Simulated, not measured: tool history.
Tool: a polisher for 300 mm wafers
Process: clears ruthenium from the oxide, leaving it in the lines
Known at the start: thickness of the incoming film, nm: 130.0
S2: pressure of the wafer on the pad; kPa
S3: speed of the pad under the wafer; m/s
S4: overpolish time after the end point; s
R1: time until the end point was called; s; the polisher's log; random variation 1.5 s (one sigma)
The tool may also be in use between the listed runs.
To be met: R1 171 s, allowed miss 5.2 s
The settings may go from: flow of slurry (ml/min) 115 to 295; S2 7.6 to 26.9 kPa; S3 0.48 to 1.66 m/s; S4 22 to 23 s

Run 1, hour 0: flow of slurry (ml/min) 190, S2 17.2 kPa, S3 1.06 m/s, S4 22 s. Result: R1 108.87 s.
Run 2, hour 2: flow of slurry (ml/min) 160, S2 17.2 kPa, S3 1.06 m/s, S4 22 s. Result: R1 113.17 s.
Run 3, hour 5.8: flow of slurry (ml/min) 160, S2 17.2 kPa, S3 1.16 m/s, S4 22 s. Result: R1 101.22 s.
Run 4, hour 12: flow of slurry (ml/min) 155, S2 14.5 kPa, S3 1.16 m/s, S4 22 s. Result: R1 121.58 s.
Run 5, hour 13: flow of slurry (ml/min) 115, S2 14.5 kPa, S3 1.16 m/s, S4 22 s. Result: R1 127.83 s.
Run 6, hour 20.8: flow of slurry (ml/min) 115, S2 14.5 kPa, S3 1.16 m/s, S4 23 s. Result: R1 128.47 s.
Run 7, hour 24.8: flow of slurry (ml/min) 115, S2 13.1 kPa, S3 1.16 m/s, S4 23 s. Result: R1 137.73 s.
Run 8, hour 26.7: flow of slurry (ml/min) 115, S2 13.1 kPa, S3 1.16 m/s, S4 23 s. Result: R1 137.26 s.
Run 9, hour 31.1: flow of slurry (ml/min) 115, S2 11.7 kPa, S3 1.16 m/s, S4 23 s. Result: R1 147.02 s.
Run 10, hour 33.6: flow of slurry (ml/min) 115, S2 8.3 kPa, S3 1.16 m/s, S4 23 s. Result: R1 192.21 s.
Run 11, hour 40.4: flow of slurry (ml/min) 125, S2 9 kPa, S3 1.16 m/s, S4 23 s. Result: R1 180.37 s.

Which of these 4 next moves meets every target?
Run A, hour 47.2: flow of slurry (ml/min) 145, S2 7.6 kPa, S3 1.22 m/s, S4 23 s. Result: R1 ?.
Run B, hour 47.2: flow of slurry (ml/min) 130, S2 9.7 kPa, S3 1.12 m/s, S4 23 s. Result: R1 ?.
Run C, hour 47.2: flow of slurry (ml/min) 160, S2 9.7 kPa, S3 0.94 m/s, S4 22 s. Result: R1 ?.
Run D, hour 47.2: flow of slurry (ml/min) 145, S2 8.3 kPa, S3 1.12 m/s, S4 23 s. Result: R1 ?.

move      R1
   A  179.16
   B  169.46
   C  192.61
   D  183.92
A: nearer than the last run, and not there yet
B: meets every target
C: further off than the last run
D: further off than the last run
Answer: B

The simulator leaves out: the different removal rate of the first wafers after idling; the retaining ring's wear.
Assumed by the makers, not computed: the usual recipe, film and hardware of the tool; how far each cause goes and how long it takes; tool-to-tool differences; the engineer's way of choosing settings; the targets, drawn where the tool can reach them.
